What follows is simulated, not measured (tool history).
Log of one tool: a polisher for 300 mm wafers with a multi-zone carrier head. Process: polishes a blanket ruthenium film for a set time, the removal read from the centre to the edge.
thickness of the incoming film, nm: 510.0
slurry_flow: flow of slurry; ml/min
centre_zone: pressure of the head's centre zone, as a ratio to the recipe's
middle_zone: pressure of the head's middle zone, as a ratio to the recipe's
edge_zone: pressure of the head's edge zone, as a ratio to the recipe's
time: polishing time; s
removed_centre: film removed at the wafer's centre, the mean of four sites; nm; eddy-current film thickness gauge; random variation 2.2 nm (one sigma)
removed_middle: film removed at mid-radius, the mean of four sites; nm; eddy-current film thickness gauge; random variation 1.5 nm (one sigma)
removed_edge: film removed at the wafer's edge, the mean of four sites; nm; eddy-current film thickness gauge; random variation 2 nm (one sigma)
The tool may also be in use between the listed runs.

run	hour	slurry_flow	centre_zone	middle_zone	edge_zone	time	removed_centre	removed_middle	removed_edge
1	0.0	190	1.00	1.00	1.00	84	145.79	145.96	148.70
2	4.9	190	1.00	0.94	1.00	84	147.63	141.19	148.07
3	11.8	190	1.00	0.94	1.00	102	176.19	168.75	180.35
4	20.8	235	1.00	0.94	1.00	102	186.42	173.43	182.96
5	25.0	230	1.00	0.91	1.02	102	185.20	171.38	185.51
6	30.9	230	0.92	0.91	1.02	102	171.97	172.05	188.15

Run 7 comes next. What will it give?
7	32.7	230	0.94	0.89	1.04	102	?	?	?

Run 7 gave removed_centre 167.35 nm, removed_middle 165.78 nm, removed_edge 185.72 nm.

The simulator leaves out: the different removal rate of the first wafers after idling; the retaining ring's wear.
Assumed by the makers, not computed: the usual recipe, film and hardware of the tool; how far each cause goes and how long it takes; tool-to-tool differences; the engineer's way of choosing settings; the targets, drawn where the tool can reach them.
